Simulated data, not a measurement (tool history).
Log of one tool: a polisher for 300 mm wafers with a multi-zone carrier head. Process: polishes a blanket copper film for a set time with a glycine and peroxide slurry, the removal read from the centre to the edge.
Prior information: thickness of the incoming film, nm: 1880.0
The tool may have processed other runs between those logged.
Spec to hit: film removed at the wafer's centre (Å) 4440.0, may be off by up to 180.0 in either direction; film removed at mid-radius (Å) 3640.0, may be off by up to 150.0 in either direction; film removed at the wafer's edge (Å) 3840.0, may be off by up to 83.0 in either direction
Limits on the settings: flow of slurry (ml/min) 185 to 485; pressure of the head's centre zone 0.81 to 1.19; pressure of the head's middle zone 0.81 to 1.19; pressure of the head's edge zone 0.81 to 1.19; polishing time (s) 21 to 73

| run | hour | flow of slurry (ml/min) | pressure of the head's centre zone | pressure of the head's middle zone | pressure of the head's edge zone | polishing time (s) | film removed at the wafer's centre (Å) | film removed at mid-radius (Å) | film removed at the wafer's edge (Å) |
|---|---|---|---|---|---|---|---|---|---|
| 1 | 0.0 | 310 | 1.00 | 1.00 | 1.00 | 47 | 3992.3 | 4321.9 | 4343.9 |
| 2 | 5.6 | 310 | 0.94 | 1.00 | 1.00 | 47 | 3651.7 | 4279.8 | 4296.1 |
| 3 | 14.2 | 310 | 0.90 | 1.00 | 1.00 | 47 | 3506.1 | 4366.4 | 4304.5 |
| 4 | 16.8 | 305 | 0.97 | 0.96 | 0.94 | 47 | 3801.6 | 4218.6 | 4194.0 |
| 5 | 20.6 | 300 | 1.02 | 0.92 | 0.91 | 46 | 3889.9 | 3995.1 | 4034.2 |
|  | 28.7 | centre zone pressure recalibrated |
| 6 | 28.7 | 300 | 1.10 | 0.92 | 0.91 | 46 | 4581.0 | 3982.3 | 4039.5 |
| 7 | 30.7 | 290 | 1.10 | 0.89 | 0.89 | 46 | 4608.9 | 3863.6 | 3993.2 |
| 8 | 38.8 | 285 | 1.10 | 0.87 | 0.88 | 46 | 4584.3 | 3799.3 | 3943.2 |

Of the 5 settings listed for the next run, only one would bring every result within its allowed miss of target. Which one?
| A | 46.9 | 315 | 1.11 | 0.90 | 0.84 | 43 | ? | ? | ? |
| B | 46.9 | 330 | 1.16 | 0.95 | 0.94 | 41 | ? | ? | ? |
| C | 46.9 | 295 | 1.09 | 0.94 | 0.86 | 45 | ? | ? | ? |
| D | 46.9 | 380 | 1.17 | 0.91 | 0.85 | 45 | ? | ? | ? |
| E | 46.9 | 315 | 1.13 | 0.89 | 0.93 | 43 | ? | ? | ? |

| move | film removed at the wafer's centre (Å) | film removed at mid-radius (Å) | film removed at the wafer's edge (Å) |
|---|---|---|---|
| A | 4489.4 | 3592.8 | 3668.0 |
| B | 4498.9 | 3584.3 | 3692.2 |
| C | 4579.0 | 3859.4 | 3856.8 |
| D | 5048.3 | 3855.5 | 3909.4 |
| E | 4570.5 | 3561.8 | 3842.3 |
A: takes the result that was furthest off past its target
B: takes the result that was furthest off past its target
C: the worst result of the last run now meets its target, but another is out of spec
D: the worst result of the last run now meets its target, but another is out of spec
E: every result lands within tolerance
Move E is the one to make.

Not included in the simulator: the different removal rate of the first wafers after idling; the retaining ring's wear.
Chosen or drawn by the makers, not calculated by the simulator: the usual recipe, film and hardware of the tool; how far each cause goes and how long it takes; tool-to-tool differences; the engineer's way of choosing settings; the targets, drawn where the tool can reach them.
